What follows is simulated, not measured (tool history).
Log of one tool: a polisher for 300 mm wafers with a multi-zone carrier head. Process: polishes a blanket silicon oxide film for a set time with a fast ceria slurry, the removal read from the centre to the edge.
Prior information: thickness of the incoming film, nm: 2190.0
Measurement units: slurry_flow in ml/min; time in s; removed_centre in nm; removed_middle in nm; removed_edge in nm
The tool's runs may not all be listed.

run 1 day=0 | slurry_flow=120 centre_zone=1 middle_zone=1 edge_zone=1 time=40 | removed_centre=839.95 removed_middle=833.11 removed_edge=827.16
run 2 day=0.167 | slurry_flow=120 centre_zone=1.07 middle_zone=1 edge_zone=1 time=40 | removed_centre=897.29 removed_middle=819.2 removed_edge=833.01
run 3 day=0.429 | slurry_flow=115 centre_zone=1.04 middle_zone=0.99 edge_zone=0.99 time=39 | removed_centre=838.05 removed_middle=791.25 removed_edge=798.32
run 4 day=0.625 | slurry_flow=110 centre_zone=1.02 middle_zone=0.98 edge_zone=0.98 time=38 | removed_centre=790.36 removed_middle=751.92 removed_edge=757.23
run 5 day=0.938 | slurry_flow=110 centre_zone=1.02 middle_zone=1.06 edge_zone=0.98 time=38 | removed_centre=784.21 removed_middle=801.94 removed_edge=767.07
run 6 day=1.196 | slurry_flow=110 centre_zone=1.02 middle_zone=1.06 edge_zone=0.98 time=48 | removed_centre=1000.5 removed_middle=1012.4 removed_edge=978.27

What will run 7 give?
run 7 day=1.512 | slurry_flow=105 centre_zone=1 middle_zone=1.05 edge_zone=0.98 time=46 | removed_centre=? removed_middle=? removed_edge=?

removed_centre: 926.12 nm
removed_middle: 949.93 nm
removed_edge: 913.21 nm
